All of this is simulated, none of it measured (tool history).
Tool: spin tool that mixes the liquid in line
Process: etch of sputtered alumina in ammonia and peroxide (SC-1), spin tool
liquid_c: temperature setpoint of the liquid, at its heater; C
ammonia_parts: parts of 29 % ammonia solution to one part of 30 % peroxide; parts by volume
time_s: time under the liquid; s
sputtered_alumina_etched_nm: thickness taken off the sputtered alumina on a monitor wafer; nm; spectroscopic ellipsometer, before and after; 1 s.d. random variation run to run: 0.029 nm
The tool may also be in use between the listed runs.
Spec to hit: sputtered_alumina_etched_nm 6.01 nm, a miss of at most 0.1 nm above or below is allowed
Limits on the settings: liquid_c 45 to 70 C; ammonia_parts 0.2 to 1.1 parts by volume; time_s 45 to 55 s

Run 1, hour 0: liquid_c 61 C, ammonia_parts 0.6 parts by volume, time_s 55 s. Result: sputtered_alumina_etched_nm 5.2191 nm.
Run 2, hour 7: liquid_c 65 C, ammonia_parts 0.6 parts by volume, time_s 55 s. Result: sputtered_alumina_etched_nm 6.4186 nm.
Run 3, hour 14.3: liquid_c 70 C, ammonia_parts 0.6 parts by volume, time_s 55 s. Result: sputtered_alumina_etched_nm 8.1639 nm.
Run 4, hour 18.4: liquid_c 70 C, ammonia_parts 0.6 parts by volume, time_s 45 s. Result: sputtered_alumina_etched_nm 6.6965 nm.
Run 5, hour 19.1: liquid_c 70 C, ammonia_parts 0.4 parts by volume, time_s 45 s. Result: sputtered_alumina_etched_nm 6.4669 nm.
Run 6, hour 22.1: liquid_c 70 C, ammonia_parts 0.4 parts by volume, time_s 55 s. Result: sputtered_alumina_etched_nm 7.8841 nm.
Run 7, hour 22.8: liquid_c 63.5 C, ammonia_parts 0.4 parts by volume, time_s 55 s. Result: sputtered_alumina_etched_nm 5.7136 nm.
Run 8, hour 28.5: liquid_c 63.5 C, ammonia_parts 0.4 parts by volume, time_s 55 s. Result: sputtered_alumina_etched_nm 5.689 nm.
Run 9, hour 31.9: liquid_c 64 C, ammonia_parts 0.4 parts by volume, time_s 55 s. Result: sputtered_alumina_etched_nm 5.8321 nm.

Consider the 4 candidate settings below. Which is the only one whose results all fall within their allowed miss of target?
Run A, hour 35.3: liquid_c 67 C, ammonia_parts 0.4 parts by volume, time_s 50 s. Result: sputtered_alumina_etched_nm ?.
Run B, hour 35.3: liquid_c 67 C, ammonia_parts 0.3 parts by volume, time_s 50 s. Result: sputtered_alumina_etched_nm ?.
Run C, hour 35.3: liquid_c 65 C, ammonia_parts 0.45 parts by volume, time_s 55 s. Result: sputtered_alumina_etched_nm ?.
Run D, hour 35.3: liquid_c 63.5 C, ammonia_parts 0.35 parts by volume, time_s 55 s. Result: sputtered_alumina_etched_nm ?.

move  sputtered_alumina_etched_nm
   A                       6.2495
   B                       6.0823
   C                       6.2986
   D                       5.7076
A: pushes the last run's worst result past its target
B: each result inside its tolerance
C: pushes the last run's worst result past its target
D: lands further from the targets than the last run did
The right move is B.
